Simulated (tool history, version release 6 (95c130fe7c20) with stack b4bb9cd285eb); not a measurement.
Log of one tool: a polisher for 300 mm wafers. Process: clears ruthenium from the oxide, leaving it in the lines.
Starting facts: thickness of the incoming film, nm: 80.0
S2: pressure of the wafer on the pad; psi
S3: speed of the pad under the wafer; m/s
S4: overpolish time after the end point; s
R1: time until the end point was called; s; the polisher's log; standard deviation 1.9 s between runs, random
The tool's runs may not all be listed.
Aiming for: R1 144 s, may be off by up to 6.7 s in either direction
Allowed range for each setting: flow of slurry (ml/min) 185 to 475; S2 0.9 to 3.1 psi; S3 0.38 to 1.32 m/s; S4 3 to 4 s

{"run": 1, "hour": 0.0, "flow of slurry (ml/min)": 305, "S2": 2, "S3": 0.84, "S4": 4, "R1": 85.75}
{"run": 2, "hour": 6.5, "flow of slurry (ml/min)": 305, "S2": 2.2, "S3": 0.84, "S4": 4, "R1": 77.298}
{"run": 3, "hour": 12.9, "flow of slurry (ml/min)": 305, "S2": 2.2, "S3": 0.84, "S4": 3, "R1": 78.862}
{"run": 4, "hour": 14.4, "flow of slurry (ml/min)": 305, "S2": 2.1, "S3": 0.84, "S4": 3, "R1": 82.064}
{"run": 5, "hour": 22.9, "flow of slurry (ml/min)": 305, "S2": 2.1, "S3": 0.84, "S4": 4, "R1": 82.333}
{"run": 6, "hour": 30.7, "flow of slurry (ml/min)": 305, "S2": 2, "S3": 0.84, "S4": 4, "R1": 86.766}
{"run": 7, "hour": 31.7, "flow of slurry (ml/min)": 305, "S2": 1.9, "S3": 0.84, "S4": 4, "R1": 89.712}
{"run": 8, "hour": 37.8, "flow of slurry (ml/min)": 305, "S2": 1.8, "S3": 0.84, "S4": 4, "R1": 94.975}
{"run": 9, "hour": 43.6, "flow of slurry (ml/min)": 305, "S2": 1.7, "S3": 0.84, "S4": 4, "R1": 100.6}
{"run": 10, "hour": 46.8, "flow of slurry (ml/min)": 305, "S2": 1.1, "S3": 0.82, "S4": 4, "R1": 156.54}

5 next moves are on the table. One of them brings every result within its allowed miss. Which?
{"run": "A", "hour": 50.0, "flow of slurry (ml/min)": 320, "S2": 1.2, "S3": 0.74, "S4": 3, "R1": "?"}
{"run": "B", "hour": 50.0, "flow of slurry (ml/min)": 320, "S2": 1.2, "S3": 0.8, "S4": 4, "R1": "?"}
{"run": "C", "hour": 50.0, "flow of slurry (ml/min)": 185, "S2": 1.2, "S3": 0.7, "S4": 4, "R1": "?"}
{"run": "D", "hour": 50.0, "flow of slurry (ml/min)": 185, "S2": 1, "S3": 0.96, "S4": 4, "R1": "?"}
{"run": "E", "hour": 50.0, "flow of slurry (ml/min)": 285, "S2": 1.1, "S3": 0.8, "S4": 3, "R1": "?"}

move=A R1=159.04
move=B R1=150.41
move=C R1=173.44
move=D R1=163.76
move=E R1=164.79
A: its largest miss is bigger than the last run's
B: meets every target
C: its largest miss is bigger than the last run's
D: its largest miss is bigger than the last run's
E: its largest miss is bigger than the last run's
Move B is the one to make.
